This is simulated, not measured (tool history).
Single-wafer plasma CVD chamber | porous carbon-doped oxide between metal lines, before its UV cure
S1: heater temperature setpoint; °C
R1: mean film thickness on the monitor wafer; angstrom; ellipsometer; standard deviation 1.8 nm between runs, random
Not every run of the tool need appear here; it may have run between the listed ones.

Run 1, hour 0.0: S1 275 °C, RF power (W) 600, deposition time (s) 58.1. Result: R1 4087.7 angstrom.
Run 2, hour 8.9: S1 268 °C, RF power (W) 600, deposition time (s) 58.1. Result: R1 4331.6 angstrom.
Run 3, hour 10.4: S1 268 °C, RF power (W) 530, deposition time (s) 58.1. Result: R1 4080.1 angstrom.
Run 4, hour 12.5: S1 268 °C, RF power (W) 480, deposition time (s) 58.1. Result: R1 3851.6 angstrom.
Run 5, hour 13.1: S1 268 °C, RF power (W) 480, deposition time (s) 58.1. Result: R1 3848.1 angstrom.
Run 6, hour 15.0: S1 269 °C, RF power (W) 480, deposition time (s) 58.1. Result: R1 3846.2 angstrom.
Run 7, hour 21.4: S1 270 °C, RF power (W) 475, deposition time (s) 58.1. Result: R1 3785.3 angstrom.
Run 8, hour 26.5: S1 271 °C, RF power (W) 475, deposition time (s) 58.1. Result: R1 3748.5 angstrom.
Run 9, hour 29.4: S1 272 °C, RF power (W) 475, deposition time (s) 58.1. Result: R1 3727.5 angstrom.
Run 10, hour 34.1: S1 273 °C, RF power (W) 475, deposition time (s) 58.1. Result: R1 3741.5 angstrom.

Run 11, settings as shown, results not yet in. Your forecast:
Run 11, hour 41.5: S1 285 °C, RF power (W) 440, deposition time (s) 58.1. Result: R1 ?.

R1: 3319.1 angstrom
